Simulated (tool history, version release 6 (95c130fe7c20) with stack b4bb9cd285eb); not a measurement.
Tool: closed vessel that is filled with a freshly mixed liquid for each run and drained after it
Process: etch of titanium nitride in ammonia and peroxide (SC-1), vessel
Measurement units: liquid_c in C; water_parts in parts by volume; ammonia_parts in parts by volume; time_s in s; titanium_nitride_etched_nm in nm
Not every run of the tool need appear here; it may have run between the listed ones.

run,hour,liquid_c,water_parts,ammonia_parts,time_s,titanium_nitride_etched_nm
1,0,52,9,0.5,555,28.793
2,4.6,53,9,0.5,555,30.928
3,6.6,53,9,0.4,555,29.21
4,14.8,53,12,0.4,555,25.421
5,24.1,53,12,0.5,555,26.56
6,33,53,11,0.5,555,27.602
7,36.1,59,11,0.5,555,41.398

The next listed run, before its measurement:
8,41.5,58.5,11,0.5,555,?

titanium_nitride_etched_nm: 39.993 nm
